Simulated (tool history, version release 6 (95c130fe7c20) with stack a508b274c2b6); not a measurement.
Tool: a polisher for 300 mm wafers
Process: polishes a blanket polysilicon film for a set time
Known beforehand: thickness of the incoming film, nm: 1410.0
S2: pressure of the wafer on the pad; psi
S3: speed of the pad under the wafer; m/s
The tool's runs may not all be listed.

{"run": 1, "hour": 0.0, "flow of slurry (ml/min)": 230, "S2": 2.8, "S3": 1.08, "polishing time (s)": 23, "film removed (nm)": 160.02}
{"run": 2, "hour": 8.6, "flow of slurry (ml/min)": 180, "S2": 2.8, "S3": 1.08, "polishing time (s)": 23, "film removed (nm)": 157.33}
{"run": 3, "hour": 15.5, "flow of slurry (ml/min)": 180, "S2": 2.8, "S3": 1.08, "polishing time (s)": 20, "film removed (nm)": 135.73}
{"run": 4, "hour": 16.8, "flow of slurry (ml/min)": 210, "S2": 3.1, "S3": 1.08, "polishing time (s)": 20, "film removed (nm)": 150.05}
{"run": 5, "hour": 25.7, "flow of slurry (ml/min)": 215, "S2": 3.5, "S3": 1.08, "polishing time (s)": 20, "film removed (nm)": 167.12}
{"run": 6, "hour": 28.3, "flow of slurry (ml/min)": 170, "S2": 3.5, "S3": 1.08, "polishing time (s)": 20, "film removed (nm)": 162.71}
{"run": 7, "hour": 36.4, "flow of slurry (ml/min)": 190, "S2": 3.8, "S3": 1.08, "polishing time (s)": 20, "film removed (nm)": 177.01}
{"run": 8, "hour": 39.4, "flow of slurry (ml/min)": 205, "S2": 4, "S3": 1.08, "polishing time (s)": 20, "film removed (nm)": 187.81}
{"run": 9, "hour": 48.1, "flow of slurry (ml/min)": 220, "S2": 4.1, "S3": 1.08, "polishing time (s)": 20, "film removed (nm)": 190.91}

Run 10, settings as shown, results not yet in. Your forecast:
{"run": 10, "hour": 53.5, "flow of slurry (ml/min)": 220, "S2": 4.2, "S3": 1.08, "polishing time (s)": 20, "film removed (nm)": "?"}

Run 10 gave film removed (nm) 193.25.

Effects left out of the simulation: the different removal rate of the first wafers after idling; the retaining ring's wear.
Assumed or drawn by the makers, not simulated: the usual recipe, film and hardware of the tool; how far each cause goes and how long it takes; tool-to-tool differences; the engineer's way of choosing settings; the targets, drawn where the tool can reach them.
